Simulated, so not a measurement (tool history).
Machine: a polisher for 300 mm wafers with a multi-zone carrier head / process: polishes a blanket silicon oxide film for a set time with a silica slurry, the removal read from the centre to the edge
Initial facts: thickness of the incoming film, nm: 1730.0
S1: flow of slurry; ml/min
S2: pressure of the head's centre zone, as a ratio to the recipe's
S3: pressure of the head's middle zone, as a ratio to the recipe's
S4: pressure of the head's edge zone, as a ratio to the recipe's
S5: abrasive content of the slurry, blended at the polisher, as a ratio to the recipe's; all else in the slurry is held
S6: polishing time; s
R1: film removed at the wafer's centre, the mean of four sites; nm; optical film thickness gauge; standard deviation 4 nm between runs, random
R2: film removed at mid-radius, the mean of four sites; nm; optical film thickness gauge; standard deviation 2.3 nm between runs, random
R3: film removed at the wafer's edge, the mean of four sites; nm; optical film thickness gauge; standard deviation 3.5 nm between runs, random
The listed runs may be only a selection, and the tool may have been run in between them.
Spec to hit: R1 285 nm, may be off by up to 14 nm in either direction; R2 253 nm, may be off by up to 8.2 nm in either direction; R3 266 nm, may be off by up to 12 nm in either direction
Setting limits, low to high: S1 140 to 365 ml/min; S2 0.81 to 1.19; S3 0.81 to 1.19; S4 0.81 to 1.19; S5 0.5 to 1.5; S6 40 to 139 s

run	hour	S1	S2	S3	S4	S5	S6	R1	R2	R3
1	0	235	1	1	1	1	89	310.85	314.83	312.03
2	3.7	235	1	1	1.06	1	89	309.21	314.54	326.29
3	6.7	230	1	0.97	1.02	0.95	89	307.99	299.32	309.71
4	12.9	230	1	0.97	1.02	0.8	89	286.96	278.84	291.81
5	17	225	1	0.96	1	0.8	89	272.71	272.66	289.01
6	19.8	230	1.02	0.95	0.98	0.8	89	293.54	274.88	281.74
7	23.8	220	1.02	0.94	0.97	0.8	89	285.91	267.11	275.41
8	27.1	215	1.02	0.93	0.97	0.8	89	287.34	266.21	278.65

Exactly one of the 5 candidate moves below puts every result within its allowed miss. Which one?
A	30.4	145	1.07	0.96	0.87	0.7	107	?	?	?
B	30.4	245	1.07	0.84	1.03	0.7	98	?	?	?
C	30.4	140	1.03	0.89	1.03	0.5	125	?	?	?
D	30.4	225	0.97	0.84	0.81	1	83	?	?	?
E	30.4	270	1.1	1.08	0.96	0.75	84	?	?	?

move	R1	R2	R3
A	308.06	278.61	286.07
B	313.33	250.95	304.36
C	281.98	249.2	296.11
D	283.29	251	272.97
E	290.75	278.68	263.11
A: its largest miss is bigger than the last run's
B: gets the furthest-off result to its target, but another result is out of tolerance
C: gets the furthest-off result to its target, but another result is out of tolerance
D: in spec on every target
E: its largest miss is bigger than the last run's
The move that meets every target is D.
